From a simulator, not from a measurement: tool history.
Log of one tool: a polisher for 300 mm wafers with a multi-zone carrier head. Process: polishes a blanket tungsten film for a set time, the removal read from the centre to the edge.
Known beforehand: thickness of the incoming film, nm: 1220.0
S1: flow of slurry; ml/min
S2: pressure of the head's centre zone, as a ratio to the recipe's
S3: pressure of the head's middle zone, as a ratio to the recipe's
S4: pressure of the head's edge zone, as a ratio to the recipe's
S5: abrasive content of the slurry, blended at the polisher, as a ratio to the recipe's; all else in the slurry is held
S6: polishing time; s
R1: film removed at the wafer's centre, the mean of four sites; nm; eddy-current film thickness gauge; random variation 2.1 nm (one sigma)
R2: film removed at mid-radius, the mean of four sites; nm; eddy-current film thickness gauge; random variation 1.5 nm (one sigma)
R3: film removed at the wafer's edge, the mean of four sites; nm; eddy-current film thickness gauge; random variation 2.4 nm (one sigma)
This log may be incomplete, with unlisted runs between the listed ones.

run  hour   S1    S2    S3    S4   S5  S6      R1      R2      R3
  1     0  270     1     1     1    1  38  160.58  157.63  162.98
  2   3.8  275     1  1.03  1.03  1.1  38  161.04  167.17  169.45
  3   4.5  275     1  0.95  1.03  1.1  38  164.74  155.24  168.29
  4  11.3  275  0.92  0.95  1.03  1.1  38  149.29  156.81   169.2
  5  14.1  275  0.97  0.95  1.03  1.1  38  158.16   156.9  169.21
  6  14.9  275  0.97  0.95  1.07  1.1  38  159.84  155.41  171.35
  7  20.8  280  0.98  0.98  1.09  1.2  38  160.45  162.96  178.64

Run 8 is up next; what results do you expect?
     26.2  -- slurry nozzle cleaned
  8  26.2  290   1  1.01  1.09  1.25  38   ?   ?   ?

{"run 8": {"R1": 173.88, "R2": 175.62, "R3": 178.52}}

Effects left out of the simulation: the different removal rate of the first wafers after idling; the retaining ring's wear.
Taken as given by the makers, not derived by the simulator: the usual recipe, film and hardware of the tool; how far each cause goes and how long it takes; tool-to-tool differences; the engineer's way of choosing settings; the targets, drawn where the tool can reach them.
